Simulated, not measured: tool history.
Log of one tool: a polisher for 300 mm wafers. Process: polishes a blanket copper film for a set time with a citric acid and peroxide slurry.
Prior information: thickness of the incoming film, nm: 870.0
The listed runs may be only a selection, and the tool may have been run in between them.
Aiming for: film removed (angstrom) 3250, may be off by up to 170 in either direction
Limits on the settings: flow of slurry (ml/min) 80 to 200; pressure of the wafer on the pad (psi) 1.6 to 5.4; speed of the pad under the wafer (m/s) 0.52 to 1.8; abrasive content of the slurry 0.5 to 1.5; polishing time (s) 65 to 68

run	hour	flow of slurry (ml/min)	pressure of the wafer on the pad (psi)	speed of the pad under the wafer (m/s)	abrasive content of the slurry	polishing time (s)	film removed (angstrom)
1	0	130	3.5	1.16	1	65	2073
2	6.5	155	3.5	1.16	1	65	2153.2
3	8.6	155	3.1	1.16	1	65	1963.7
4	15.5	155	3.1	1.16	1	68	1989.1
5	23.3	135	3.1	1.16	1	68	1998.2
6	28.7	135	3.1	1.16	0.85	68	1928
7	35.7	140	4.1	1.22	0.85	68	2640.2
8	38.3	140	4.3	1.22	0.85	68	2741
9	41.9	140	4.4	1.22	0.85	68	2862.4
10	50.1	140	4.5	1.22	0.85	68	2901.3
11	50.8	140	4.6	1.22	0.85	68	2972.4
12	54.9	140	4.7	1.22	0.85	68	3022.7
13	62.8	140	4.8	1.22	0.85	68	3041.8

Which one of the following 4 next-run settings gets every result inside its allowed miss? There is exactly one.
A	70.7	140	4.7	1.3	0.85	68	?
B	70.7	150	5.1	1.12	0.9	65	?
C	70.7	140	4.7	1.22	0.95	65	?
D	70.7	145	4.8	1.42	0.85	68	?

move	film removed (angstrom)
A	3240.2
B	2983.3
C	2979.4
D	3604
A: every result lands within tolerance
B: lands further from the targets than the last run did
C: lands further from the targets than the last run did
D: moves the result that the last run missed by most past its target, out the other side
Correct choice: A, which meets every target
